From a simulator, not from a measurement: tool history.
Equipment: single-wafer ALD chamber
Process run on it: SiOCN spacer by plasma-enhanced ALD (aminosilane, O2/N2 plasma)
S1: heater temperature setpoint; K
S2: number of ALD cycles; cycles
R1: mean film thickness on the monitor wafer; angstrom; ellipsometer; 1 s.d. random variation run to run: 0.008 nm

Run 1, day 0.000: S1 683.15 K, S2 36 cycles. Result: R1 20.629 angstrom.
Run 2, day 0.200: S1 680.15 K, S2 36 cycles. Result: R1 20.575 angstrom.
Run 3, day 0.567: S1 679.15 K, S2 37 cycles. Result: R1 21.301 angstrom.
Run 4, day 0.892: S1 678.15 K, S2 37 cycles. Result: R1 21.457 angstrom.
Run 5, day 1.079: S1 676.15 K, S2 37 cycles. Result: R1 21.502 angstrom.
Run 6, day 1.258: S1 674.15 K, S2 37 cycles. Result: R1 21.638 angstrom.
Run 7, day 1.346: S1 662.15 K, S2 39 cycles. Result: R1 23.220 angstrom.

Run 8 has not been measured yet. What should we expect?
Run 8, day 1.450: S1 661.15 K, S2 39 cycles. Result: R1 ?.

{"run 8": {"R1": 23.204}}

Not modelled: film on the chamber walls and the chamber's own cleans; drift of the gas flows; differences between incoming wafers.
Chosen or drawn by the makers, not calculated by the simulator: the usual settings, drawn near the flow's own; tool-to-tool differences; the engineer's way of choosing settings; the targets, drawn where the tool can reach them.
